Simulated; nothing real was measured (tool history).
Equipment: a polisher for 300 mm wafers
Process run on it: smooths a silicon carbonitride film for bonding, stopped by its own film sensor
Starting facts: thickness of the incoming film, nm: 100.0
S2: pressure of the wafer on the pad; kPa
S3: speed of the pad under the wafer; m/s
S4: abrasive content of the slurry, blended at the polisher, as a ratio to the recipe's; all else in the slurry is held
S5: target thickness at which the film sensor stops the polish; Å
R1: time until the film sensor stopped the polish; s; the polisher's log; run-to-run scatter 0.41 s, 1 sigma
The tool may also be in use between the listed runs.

Run 1, day 0.000: flow of slurry (ml/min) 305, S2 17.9 kPa, S3 0.80 m/s, S4 1.0, S5 890 Å. Result: R1 32.979 s.
Run 2, day 0.083: flow of slurry (ml/min) 270, S2 17.9 kPa, S3 0.80 m/s, S4 1.0, S5 890 Å. Result: R1 34.176 s.
Run 3, day 0.379: flow of slurry (ml/min) 260, S2 17.2 kPa, S3 0.80 m/s, S4 1.0, S5 890 Å. Result: R1 34.319 s.
Run 4, day 0.567: flow of slurry (ml/min) 260, S2 17.2 kPa, S3 0.80 m/s, S4 1.0, S5 890 Å. Result: R1 34.873 s.
Run 5, day 0.608: flow of slurry (ml/min) 260, S2 17.2 kPa, S3 0.70 m/s, S4 1.0, S5 890 Å. Result: R1 39.131 s.
Run 6, day 0.679: flow of slurry (ml/min) 260, S2 21.4 kPa, S3 0.70 m/s, S4 1.0, S5 890 Å. Result: R1 32.316 s.

Forecast run 7:
Run 7, day 0.817: flow of slurry (ml/min) 260, S2 20.0 kPa, S3 0.70 m/s, S4 1.0, S5 890 Å. Result: R1 ?.

Logged for run 7: R1 34.003 s.
